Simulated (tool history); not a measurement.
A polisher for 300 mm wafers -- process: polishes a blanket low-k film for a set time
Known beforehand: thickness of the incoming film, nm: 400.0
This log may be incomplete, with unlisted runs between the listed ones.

| run | hour | flow of slurry (ml/min) | pressure of the wafer on the pad (kPa) | speed of the pad under the wafer (m/s) | abrasive content of the slurry | polishing time (s) | film removed (nm) |
|---|---|---|---|---|---|---|---|
| 1 | 0 | 160 | 15.2 | 1.28 | 1 | 44 | 23.837 |
| 2 | 2.3 | 160 | 15.2 | 1.48 | 1 | 44 | 27.036 |
| 3 | 4 | 160 | 13.8 | 1.36 | 1 | 44 | 23.853 |
| 4 | 6.3 | 160 | 13.8 | 1.36 | 0.85 | 44 | 21.458 |
| 5 | 14.2 | 160 | 12.4 | 1.26 | 0.85 | 44 | 18.628 |
| 6 | 15.3 | 160 | 11 | 1.18 | 0.85 | 44 | 16.14 |
| 7 | 16.5 | 160 | 10.3 | 1.12 | 0.85 | 44 | 15.129 |
| 8 | 22.2 | 160 | 9.7 | 1.06 | 0.85 | 44 | 13.147 |

What will run 9 give?
| 9 | 25.7 | 160 | 9 | 1.04 | 0.85 | 44 | ? |

Run 9 yielded film removed (nm) 12.547.
